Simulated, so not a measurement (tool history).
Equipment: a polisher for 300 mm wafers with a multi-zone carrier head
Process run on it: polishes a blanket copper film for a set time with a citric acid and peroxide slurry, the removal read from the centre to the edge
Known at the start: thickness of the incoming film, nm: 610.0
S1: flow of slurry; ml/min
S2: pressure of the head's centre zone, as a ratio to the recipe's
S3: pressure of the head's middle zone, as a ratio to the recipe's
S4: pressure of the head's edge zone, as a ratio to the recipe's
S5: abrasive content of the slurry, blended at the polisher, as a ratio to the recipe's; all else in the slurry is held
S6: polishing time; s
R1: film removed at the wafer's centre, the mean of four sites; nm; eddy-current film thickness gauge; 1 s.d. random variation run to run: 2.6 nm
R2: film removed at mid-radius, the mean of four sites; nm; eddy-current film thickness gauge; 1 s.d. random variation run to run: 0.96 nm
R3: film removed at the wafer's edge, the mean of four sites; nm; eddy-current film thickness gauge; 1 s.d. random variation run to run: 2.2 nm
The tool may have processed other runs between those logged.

| run | day | S1 | S2 | S3 | S4 | S5 | S6 | R1 | R2 | R3 |
|---|---|---|---|---|---|---|---|---|---|---|
| 1 | 0 | 225 | 1 | 1 | 1 | 1 | 60 | 216.25 | 212.5 | 211.58 |
| 2 | 0.042 | 220 | 1 | 0.98 | 0.98 | 0.9 | 59 | 199.46 | 194.56 | 206.15 |
| 3 | 0.175 | 230 | 1.02 | 0.99 | 0.96 | 0.85 | 57 | 198.7 | 189.66 | 184.22 |
| 4 | 0.467 | 230 | 1.02 | 0.99 | 0.92 | 0.85 | 57 | 196.12 | 189.99 | 190.73 |
| 5 | 0.6 | 230 | 0.99 | 0.99 | 0.92 | 0.85 | 57 | 188.82 | 189.57 | 189.02 |
| 6 | 0.638 | 230 | 0.99 | 0.99 | 0.92 | 0.95 | 57 | 200.99 | 196.47 | 196 |

Estimate the outcome of run 7 from the log above:
| 7 | 0.667 | 240 | 1 | 0.98 | 0.92 | 0.9 | 56 | ? | ? | ? |

R1: 198.23 nm
R2: 189.54 nm
R3: 187.02 nm

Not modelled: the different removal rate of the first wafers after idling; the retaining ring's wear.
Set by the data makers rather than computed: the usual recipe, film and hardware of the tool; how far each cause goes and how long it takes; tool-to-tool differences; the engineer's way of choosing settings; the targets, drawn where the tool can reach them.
